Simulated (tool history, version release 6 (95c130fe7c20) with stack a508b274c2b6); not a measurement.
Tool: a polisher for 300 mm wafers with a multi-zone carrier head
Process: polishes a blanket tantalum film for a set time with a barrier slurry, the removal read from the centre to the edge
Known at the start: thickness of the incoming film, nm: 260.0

run    day  flow of slurry (ml/min)  pressure of the head's centre zone  pressure of the head's middle zone  pressure of the head's edge zone  abrasive content of the slurry  polishing time (s)  film removed at the wafer's centre (nm)  film removed at mid-radius (nm)  film removed at the wafer's edge (nm)
  1      0                      150                                   1                                   1                                 1                               1                  45                                   98.371                           98.998                                 103.39
  2  0.042                      150                                   1                                0.94                                 1                               1                  45                                   96.839                           94.467                                 104.15
  3   0.15                      145                                1.01                                0.93                              0.99                            0.95                  43                                   91.138                           87.122                                 95.911
  4  0.296                      145                                1.01                                0.93                              0.99                            1.15                  43                                    97.31                           93.807                                 106.18
  5  0.367                      140                                1.02                                0.92                              0.99                             1.1                  42                                   93.451                           88.968                                  100.1
  6  0.625                      135                                1.03                                0.91                                 1                            1.05                  41                                    90.81                           83.584                                 95.582
  7  0.879                      135                                1.03                                0.91                                 1                            1.05                  41                                   89.652                           83.104                                 96.012
  8  1.025                      135                                1.03                                0.91                                 1                            1.05                  41                                   89.118                           84.506                                 95.991
  9  1.142                      135                                1.04                                 0.9                              1.01                               1                  40                                   88.536                            79.56                                 92.396
 10  1.296                      130                                1.04                                0.89                              1.01                            0.95                  39                                   83.325                           74.828                                 87.429
 11  1.525                      100                                1.11                                0.81                              0.95                             0.7                  31                                   53.757                           43.182                                 54.264

Forecast run 12:
 12  1.796                      105                                1.11                                0.81                              0.95                             0.7                  31                                        ?                                ?                                      ?

{"run 12": {"film removed at the wafer's centre (nm)": 56.189, "film removed at mid-radius (nm)": 43.601, "film removed at the wafer's edge (nm)": 54.07}}
